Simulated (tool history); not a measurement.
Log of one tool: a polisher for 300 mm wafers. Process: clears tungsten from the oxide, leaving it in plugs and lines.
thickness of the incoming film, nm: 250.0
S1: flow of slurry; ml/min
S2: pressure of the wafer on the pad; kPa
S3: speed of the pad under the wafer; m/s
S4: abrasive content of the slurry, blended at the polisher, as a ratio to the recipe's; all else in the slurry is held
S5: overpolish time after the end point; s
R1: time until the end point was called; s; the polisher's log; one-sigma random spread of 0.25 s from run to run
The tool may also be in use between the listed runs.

| run | day | S1 | S2 | S3 | S4 | S5 | R1 |
|---|---|---|---|---|---|---|---|
| 1 | 0.000 | 300 | 32.4 | 1.22 | 1.0 | 17 | 32.035 |
| 2 | 0.092 | 300 | 34.5 | 1.22 | 1.0 | 17 | 29.817 |
| 3 | 0.142 | 300 | 35.9 | 1.22 | 1.0 | 17 | 29.688 |
| 4 | 0.396 | 300 | 37.2 | 1.22 | 1.0 | 17 | 28.257 |
| 5 | 0.554 | 300 | 38.6 | 1.22 | 1.0 | 17 | 27.229 |
| 6 | 0.662 | 300 | 39.3 | 1.22 | 1.0 | 17 | 27.055 |

What does the tool deliver on the next run?
| 7 | 0.729 | 300 | 39.3 | 1.22 | 1.0 | 17 | ? |

Run 7 yielded R1 27.094 s.

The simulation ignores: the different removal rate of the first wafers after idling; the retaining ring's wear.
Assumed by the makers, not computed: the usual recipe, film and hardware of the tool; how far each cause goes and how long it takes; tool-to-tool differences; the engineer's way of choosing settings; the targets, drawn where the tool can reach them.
